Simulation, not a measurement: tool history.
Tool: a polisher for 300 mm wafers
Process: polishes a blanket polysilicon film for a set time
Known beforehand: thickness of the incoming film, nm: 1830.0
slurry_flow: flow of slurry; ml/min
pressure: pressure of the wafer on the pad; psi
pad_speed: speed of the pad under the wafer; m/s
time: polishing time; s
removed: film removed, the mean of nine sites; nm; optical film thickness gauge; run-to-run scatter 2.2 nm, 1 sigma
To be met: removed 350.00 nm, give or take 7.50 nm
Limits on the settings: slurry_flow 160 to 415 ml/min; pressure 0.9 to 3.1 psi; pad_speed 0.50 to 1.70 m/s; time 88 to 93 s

{"run": 1, "hour": 0.0, "slurry_flow": 265, "pressure": 2.0, "pad_speed": 1.1, "time": 88, "removed": 636.08}
{"run": 2, "hour": 6.0, "slurry_flow": 310, "pressure": 2.0, "pad_speed": 1.1, "time": 88, "removed": 633.74}
{"run": 3, "hour": 7.1, "slurry_flow": 285, "pressure": 2.0, "pad_speed": 1.1, "time": 88, "removed": 633.07}
{"run": 4, "hour": 9.7, "slurry_flow": 285, "pressure": 1.9, "pad_speed": 1.1, "time": 88, "removed": 602.97}
{"run": 5, "hour": 12.5, "slurry_flow": 285, "pressure": 1.8, "pad_speed": 1.1, "time": 88, "removed": 576.57}
{"run": 6, "hour": 15.5, "slurry_flow": 285, "pressure": 1.8, "pad_speed": 0.9, "time": 88, "removed": 493.91}
{"run": 7, "hour": 22.5, "slurry_flow": 285, "pressure": 1.7, "pad_speed": 0.9, "time": 88, "removed": 464.96}
{"run": 8, "hour": 29.2, "slurry_flow": 285, "pressure": 1.6, "pad_speed": 0.9, "time": 88, "removed": 441.53}
{"run": 9, "hour": 32.8, "slurry_flow": 285, "pressure": 1.5, "pad_speed": 0.9, "time": 88, "removed": 416.18}
{"run": 10, "hour": 40.4, "slurry_flow": 285, "pressure": 1.3, "pad_speed": 0.9, "time": 88, "removed": 357.77}

Which one of the following 4 next-run settings gets every result inside its allowed miss? There is exactly one.
{"run": "A", "hour": 48.0, "slurry_flow": 290, "pressure": 1.2, "pad_speed": 1.04, "time": 88, "removed": "?"}
{"run": "B", "hour": 48.0, "slurry_flow": 265, "pressure": 1.3, "pad_speed": 0.94, "time": 88, "removed": "?"}
{"run": "C", "hour": 48.0, "slurry_flow": 295, "pressure": 1.3, "pad_speed": 0.94, "time": 88, "removed": "?"}
{"run": "D", "hour": 48.0, "slurry_flow": 280, "pressure": 1.3, "pad_speed": 0.86, "time": 88, "removed": "?"}

move=A removed=373.55
move=B removed=371.24
move=C removed=374.04
move=D removed=349.12
A: the biggest miss grows against the last run
B: the biggest miss grows against the last run
C: the biggest miss grows against the last run
D: all results land within tolerance of their targets
Move D is the one to make.
